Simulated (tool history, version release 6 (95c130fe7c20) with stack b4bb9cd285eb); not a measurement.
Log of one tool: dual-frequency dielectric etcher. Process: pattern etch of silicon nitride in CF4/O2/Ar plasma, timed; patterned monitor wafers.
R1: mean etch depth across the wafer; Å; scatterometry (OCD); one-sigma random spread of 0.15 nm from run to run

run 1 hour=0.0 | source_power_(kW)=0.560 bias_power_(kW)=0.055 Ar_flow_(sccm)=92 CF4_flow_(sccm)=97 etch_time_(s)=15.0 | R1=329.36
run 2 hour=6.1 | source_power_(kW)=0.560 bias_power_(kW)=0.055 Ar_flow_(sccm)=92 CF4_flow_(sccm)=113 etch_time_(s)=15.0 | R1=336.54
run 3 hour=6.6 | source_power_(kW)=0.560 bias_power_(kW)=0.055 Ar_flow_(sccm)=92 CF4_flow_(sccm)=130 etch_time_(s)=15.0 | R1=342.11
run 4 hour=13.2 | source_power_(kW)=0.540 bias_power_(kW)=0.055 Ar_flow_(sccm)=92 CF4_flow_(sccm)=130 etch_time_(s)=15.0 | R1=337.34
run 5 hour=14.2 | source_power_(kW)=0.510 bias_power_(kW)=0.055 Ar_flow_(sccm)=92 CF4_flow_(sccm)=130 etch_time_(s)=15.0 | R1=327.18
-- hour=16.5 Ar flow controller replaced
run 6 hour=16.5 | source_power_(kW)=0.480 bias_power_(kW)=0.055 Ar_flow_(sccm)=92 CF4_flow_(sccm)=130 etch_time_(s)=15.0 | R1=320.02

Run 7 has not been measured yet. What should we expect?
run 7 hour=23.0 | source_power_(kW)=0.460 bias_power_(kW)=0.055 Ar_flow_(sccm)=92 CF4_flow_(sccm)=130 etch_time_(s)=15.0 | R1=?

{"run 7": {"R1": 311.46}}
